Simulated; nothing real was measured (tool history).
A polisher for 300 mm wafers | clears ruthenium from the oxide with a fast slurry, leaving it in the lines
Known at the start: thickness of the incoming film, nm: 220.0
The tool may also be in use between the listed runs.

run,hour,flow of slurry (ml/min),pressure of the wafer on the pad (kPa),speed of the pad under the wafer (cm/s),abrasive content of the slurry,overpolish time after the end point (s),time until the end point was called (s),dishing of a wide line in a test structure (angstrom)
1,0.0,145,20.0,116,1.0,20,37.438,772.50
2,9.0,145,16.5,116,1.0,20,43.574,680.58
3,14.9,145,16.5,116,1.1,20,43.710,701.89
4,18.2,145,16.5,116,1.1,23,42.316,800.32
5,26.9,145,15.9,114,1.1,23,45.140,749.00
6,31.8,145,15.9,100,1.1,23,51.856,672.89

Forecast run 7:
7,38.1,145,15.2,100,1.1,24,?,?

{"run 7": {"time until the end point was called (s)": 53.694, "dishing of a wide line in a test structure (angstrom)": 698.89}}

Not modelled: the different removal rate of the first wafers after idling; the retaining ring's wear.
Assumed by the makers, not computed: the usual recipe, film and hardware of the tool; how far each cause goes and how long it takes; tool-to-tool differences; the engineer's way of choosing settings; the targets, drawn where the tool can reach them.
